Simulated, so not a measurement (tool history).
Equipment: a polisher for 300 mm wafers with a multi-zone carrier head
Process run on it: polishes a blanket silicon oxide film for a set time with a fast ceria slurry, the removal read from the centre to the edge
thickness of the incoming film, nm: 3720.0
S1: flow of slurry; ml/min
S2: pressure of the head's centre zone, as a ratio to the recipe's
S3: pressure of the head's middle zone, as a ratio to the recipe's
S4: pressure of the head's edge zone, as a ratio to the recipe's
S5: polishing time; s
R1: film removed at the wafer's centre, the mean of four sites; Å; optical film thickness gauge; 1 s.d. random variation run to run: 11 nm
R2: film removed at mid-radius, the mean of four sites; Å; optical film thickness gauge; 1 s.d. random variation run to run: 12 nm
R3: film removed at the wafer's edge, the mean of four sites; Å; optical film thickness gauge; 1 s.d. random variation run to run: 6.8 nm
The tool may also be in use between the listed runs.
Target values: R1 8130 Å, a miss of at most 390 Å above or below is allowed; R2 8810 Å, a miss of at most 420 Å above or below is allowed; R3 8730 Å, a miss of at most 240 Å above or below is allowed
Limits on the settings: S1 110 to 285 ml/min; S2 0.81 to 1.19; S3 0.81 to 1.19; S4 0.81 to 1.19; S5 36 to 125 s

{"run": 1, "hour": 0.0, "S1": 180, "S2": 1, "S3": 1, "S4": 1, "S5": 80, "R1": 9867, "R2": 9705.1, "R3": 9823.1}
{"run": 2, "hour": 3.3, "S1": 175, "S2": 0.99, "S3": 1, "S4": 0.99, "S5": 80, "R1": 9301.8, "R2": 9900.5, "R3": 9718.9}
{"run": 3, "hour": 6.1, "S1": 170, "S2": 0.99, "S3": 0.99, "S4": 0.98, "S5": 80, "R1": 9294.4, "R2": 9595.9, "R3": 9862.8}
{"run": 4, "hour": 8.8, "S1": 170, "S2": 0.99, "S3": 0.99, "S4": 0.92, "S5": 80, "R1": 9304.5, "R2": 9734.2, "R3": 9599}
{"run": 5, "hour": 17.1, "S1": 170, "S2": 0.99, "S3": 0.99, "S4": 0.92, "S5": 99, "R1": 11526, "R2": 11742, "R3": 11745}
{"run": 6, "hour": 25.8, "S1": 145, "S2": 0.99, "S3": 0.99, "S4": 0.92, "S5": 99, "R1": 11319, "R2": 11706, "R3": 11574}
{"run": 7, "hour": 30.1, "S1": 145, "S2": 0.99, "S3": 0.99, "S4": 0.92, "S5": 97, "R1": 11313, "R2": 11206, "R3": 11430}
{"run": 8, "hour": 31.9, "S1": 145, "S2": 0.99, "S3": 0.99, "S4": 0.92, "S5": 95, "R1": 10916, "R2": 11408, "R3": 11101}
{"run": 9, "hour": 34.0, "S1": 145, "S2": 0.99, "S3": 0.99, "S4": 0.92, "S5": 95, "R1": 10854, "R2": 11140, "R3": 11090}
{"run": 10, "hour": 39.9, "S1": 145, "S2": 0.99, "S3": 0.99, "S4": 0.92, "S5": 93, "R1": 10617, "R2": 11104, "R3": 10687}
{"run": 11, "hour": 48.7, "S1": 145, "S2": 0.98, "S3": 0.98, "S4": 0.92, "S5": 91, "R1": 10335, "R2": 10487, "R3": 10608}
{"run": 12, "hour": 55.0, "S1": 145, "S2": 0.97, "S3": 0.98, "S4": 0.91, "S5": 89, "R1": 9900, "R2": 10496, "R3": 10295}
{"run": 13, "hour": 61.4, "S1": 145, "S2": 0.97, "S3": 0.97, "S4": 0.91, "S5": 88, "R1": 9853.8, "R2": 10341, "R3": 10172}

Next run, 4 choices. One meets every target within its allowed miss, the rest don't. Which?
{"run": "A", "hour": 67.8, "S1": 150, "S2": 0.89, "S3": 0.91, "S4": 0.88, "S5": 114, "R1": "?", "R2": "?", "R3": "?"}
{"run": "B", "hour": 67.8, "S1": 185, "S2": 0.92, "S3": 0.92, "S4": 0.94, "S5": 96, "R1": "?", "R2": "?", "R3": "?"}
{"run": "C", "hour": 67.8, "S1": 175, "S2": 1.18, "S3": 0.88, "S4": 1.06, "S5": 90, "R1": "?", "R2": "?", "R3": "?"}
{"run": "D", "hour": 67.8, "S1": 135, "S2": 0.96, "S3": 1.02, "S4": 0.95, "S5": 75, "R1": "?", "R2": "?", "R3": "?"}

move=A R1=11795 R2=12592 R3=13059
move=B R1=10635 R2=11034 R3=11588
move=C R1=12697 R2=9877.3 R3=11442
move=D R1=8219.4 R2=8956.6 R3=8772.4
A: the biggest miss grows against the last run
B: the biggest miss grows against the last run
C: the biggest miss grows against the last run
D: every result lands within tolerance
Move D is the one to make.

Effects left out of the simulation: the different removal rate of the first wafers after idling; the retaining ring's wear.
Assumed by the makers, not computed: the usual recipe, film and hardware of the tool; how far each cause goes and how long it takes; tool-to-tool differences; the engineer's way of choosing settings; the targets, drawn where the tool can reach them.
